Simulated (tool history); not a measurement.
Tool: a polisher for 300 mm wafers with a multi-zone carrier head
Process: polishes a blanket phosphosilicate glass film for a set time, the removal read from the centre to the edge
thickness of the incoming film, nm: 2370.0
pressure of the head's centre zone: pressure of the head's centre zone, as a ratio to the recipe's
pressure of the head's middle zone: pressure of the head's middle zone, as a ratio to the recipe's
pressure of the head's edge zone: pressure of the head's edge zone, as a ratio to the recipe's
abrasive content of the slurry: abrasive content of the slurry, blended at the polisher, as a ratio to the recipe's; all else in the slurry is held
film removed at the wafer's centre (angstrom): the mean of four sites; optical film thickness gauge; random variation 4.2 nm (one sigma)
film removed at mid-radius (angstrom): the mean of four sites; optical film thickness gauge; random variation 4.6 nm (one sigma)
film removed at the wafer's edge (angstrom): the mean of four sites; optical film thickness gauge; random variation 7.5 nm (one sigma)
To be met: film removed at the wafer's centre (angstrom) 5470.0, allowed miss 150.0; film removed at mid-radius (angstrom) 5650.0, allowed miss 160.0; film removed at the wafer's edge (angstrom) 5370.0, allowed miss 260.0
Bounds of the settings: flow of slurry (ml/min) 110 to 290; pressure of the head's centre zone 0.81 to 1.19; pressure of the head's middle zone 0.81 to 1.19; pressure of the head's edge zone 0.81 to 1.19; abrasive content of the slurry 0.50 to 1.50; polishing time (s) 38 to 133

| run | hour | flow of slurry (ml/min) | pressure of the head's centre zone | pressure of the head's middle zone | pressure of the head's edge zone | abrasive content of the slurry | polishing time (s) | film removed at the wafer's centre (angstrom) | film removed at mid-radius (angstrom) | film removed at the wafer's edge (angstrom) |
|---|---|---|---|---|---|---|---|---|---|---|
| 1 | 0.0 | 185 | 1.00 | 1.00 | 1.00 | 1.00 | 85 | 7798.7 | 7735.7 | 7841.8 |
| 2 | 3.3 | 185 | 1.00 | 1.00 | 1.00 | 1.00 | 95 | 8820.1 | 8664.3 | 8647.8 |
| 3 | 5.2 | 185 | 0.97 | 1.00 | 1.00 | 1.00 | 95 | 8539.2 | 8654.2 | 8696.2 |
| 4 | 13.3 | 180 | 0.96 | 1.00 | 0.97 | 0.90 | 93 | 7815.5 | 8023.2 | 8037.9 |
| 5 | 16.4 | 155 | 0.96 | 1.00 | 0.97 | 0.90 | 93 | 7641.8 | 7896.9 | 7734.8 |
| 6 | 17.3 | 150 | 0.96 | 0.99 | 0.95 | 0.85 | 92 | 7364.7 | 7504.4 | 7354.9 |
| 7 | 19.2 | 145 | 0.95 | 0.98 | 0.93 | 0.80 | 91 | 6972.0 | 7011.0 | 7008.7 |
| 8 | 26.0 | 180 | 0.91 | 1.02 | 0.83 | 0.55 | 82 | 5047.3 | 5455.1 | 4846.1 |
| 9 | 30.2 | 180 | 0.92 | 1.02 | 0.85 | 0.55 | 82 | 5050.5 | 5464.1 | 4787.1 |
| 10 | 33.8 | 215 | 0.90 | 0.93 | 0.90 | 0.75 | 82 | 6225.3 | 6249.7 | 6189.7 |
| 11 | 41.4 | 205 | 0.90 | 0.93 | 0.89 | 0.75 | 82 | 6146.2 | 6134.5 | 6164.3 |
| 12 | 47.3 | 200 | 0.90 | 0.93 | 0.88 | 0.75 | 82 | 6023.6 | 6296.5 | 6130.4 |
| 13 | 51.3 | 195 | 0.90 | 0.93 | 0.88 | 0.75 | 82 | 6089.8 | 6170.7 | 6160.1 |
| 14 | 56.0 | 190 | 0.90 | 0.93 | 0.87 | 0.75 | 82 | 5941.3 | 6120.9 | 6092.3 |
| 15 | 60.8 | 190 | 0.90 | 0.93 | 0.87 | 0.75 | 82 | 6011.4 | 6180.3 | 6019.9 |
| 16 | 65.8 | 185 | 0.90 | 0.93 | 0.86 | 0.75 | 82 | 6110.8 | 6220.3 | 5981.3 |

Which of these 5 next moves meets every target?
| A | 70.8 | 175 | 0.95 | 0.97 | 0.81 | 0.65 | 83 | ? | ? | ? |
| B | 70.8 | 180 | 0.86 | 0.81 | 0.91 | 0.70 | 86 | ? | ? | ? |
| C | 70.8 | 225 | 0.86 | 0.91 | 0.81 | 0.55 | 90 | ? | ? | ? |
| D | 70.8 | 110 | 0.93 | 1.10 | 0.92 | 0.85 | 68 | ? | ? | ? |
| E | 70.8 | 175 | 0.83 | 0.93 | 0.91 | 0.85 | 75 | ? | ? | ? |

| move | film removed at the wafer's centre (angstrom) | film removed at mid-radius (angstrom) | film removed at the wafer's edge (angstrom) |
|---|---|---|---|
| A | 5802.2 | 5856.1 | 5418.0 |
| B | 5863.8 | 5689.6 | 6196.8 |
| C | 5468.3 | 5674.3 | 5424.8 |
| D | 5059.4 | 5664.9 | 5198.9 |
| E | 5518.9 | 5968.2 | 5974.3 |
A: nearer than the last run, and not there yet
B: nearer than the last run, and not there yet
C: meets every target
D: takes the result that was furthest off past its target
E: brings the result that was furthest off to its target, and leaves another outside
Answer: C
